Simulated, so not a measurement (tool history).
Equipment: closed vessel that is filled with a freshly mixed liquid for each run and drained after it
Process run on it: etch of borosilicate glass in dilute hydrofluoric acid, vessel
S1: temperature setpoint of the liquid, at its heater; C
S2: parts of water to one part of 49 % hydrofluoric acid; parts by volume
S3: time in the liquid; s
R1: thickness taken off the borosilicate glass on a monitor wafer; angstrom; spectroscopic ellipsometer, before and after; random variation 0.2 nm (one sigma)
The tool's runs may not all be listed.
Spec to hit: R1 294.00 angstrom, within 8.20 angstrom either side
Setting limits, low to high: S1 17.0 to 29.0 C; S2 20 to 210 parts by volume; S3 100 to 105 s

run	day	S1	S2	S3	R1
1	0.000	21.0	115	100	209.40
2	0.225	21.0	115	105	220.43
3	0.517	22.0	115	105	228.81
4	0.733	22.0	115	100	219.03
5	0.833	18.5	115	100	188.88
6	0.946	20.5	115	100	207.28
7	1.038	22.0	115	100	218.13
8	1.225	26.0	105	100	284.75

Exactly one of the 5 candidate moves below puts every result within its allowed miss. Which one?
A	1.412	27.0	110	100	?
B	1.412	29.0	125	105	?
C	1.412	27.5	115	100	?
D	1.412	22.5	90	100	?
E	1.412	25.5	100	105	?

move	R1
A	279.41
B	272.94
C	270.63
D	293.33
E	308.47
A: its largest miss is bigger than the last run's
B: its largest miss is bigger than the last run's
C: its largest miss is bigger than the last run's
D: all results land within tolerance of their targets
E: carries the result that was furthest off beyond its target, to the other side
Correct choice: D, which meets every target
